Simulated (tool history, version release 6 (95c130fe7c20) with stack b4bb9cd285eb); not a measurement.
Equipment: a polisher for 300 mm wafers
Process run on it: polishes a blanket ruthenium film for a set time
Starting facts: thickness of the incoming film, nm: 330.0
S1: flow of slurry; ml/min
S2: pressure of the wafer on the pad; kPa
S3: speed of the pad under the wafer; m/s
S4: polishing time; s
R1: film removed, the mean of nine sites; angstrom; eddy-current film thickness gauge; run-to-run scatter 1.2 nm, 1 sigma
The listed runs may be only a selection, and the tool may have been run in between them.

run	hour	S1	S2	S3	S4	R1
1	0.0	280	15.9	1.20	98	1557.6
2	1.4	280	17.2	1.20	98	1704.0
3	4.7	280	15.9	1.18	98	1572.6
4	10.3	310	15.9	1.18	98	1560.1
5	10.9	310	17.9	1.18	98	1763.2
6	15.7	310	17.9	1.18	103	1785.3
7	19.3	310	16.5	1.14	103	1615.0
8	20.2	310	15.2	1.12	103	1447.3

Forecast run 9:
9	27.5	310	14.5	1.12	103	?

R1: 1385.4 angstrom
